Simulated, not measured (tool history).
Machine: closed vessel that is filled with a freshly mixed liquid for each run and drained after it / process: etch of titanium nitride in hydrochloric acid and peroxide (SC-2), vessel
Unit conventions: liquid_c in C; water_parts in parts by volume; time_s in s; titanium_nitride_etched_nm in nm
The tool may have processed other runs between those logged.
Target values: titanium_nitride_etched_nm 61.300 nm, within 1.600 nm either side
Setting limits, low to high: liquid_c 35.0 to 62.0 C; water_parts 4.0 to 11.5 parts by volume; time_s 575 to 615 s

run,hour,liquid_c,water_parts,time_s,titanium_nitride_etched_nm
1,0.0,46.0,6.5,575,26.224
2,0.6,46.0,6.5,575,26.432
3,2.8,46.0,6.5,615,28.224
4,9.5,49.5,6.5,615,35.807
5,16.1,49.5,4.5,615,46.906
6,19.9,50.5,4.5,615,50.279
# hour 28.2: new drum of peroxide connected
7,28.2,51.5,4.5,615,56.344
8,32.7,52.0,4.5,615,58.167

Next run, 4 choices. One meets every target within its allowed miss, the rest don't. Which?
A,37.2,51.5,4.5,615,?
B,37.2,51.0,4.5,590,?
C,37.2,53.0,5.0,575,?
D,37.2,53.5,4.5,585,?

move,titanium_nitride_etched_nm
A,56.205
B,52.165
C,53.854
D,60.965
A: the biggest miss grows against the last run
B: the biggest miss grows against the last run
C: the biggest miss grows against the last run
D: every result lands within tolerance
The right move is D.
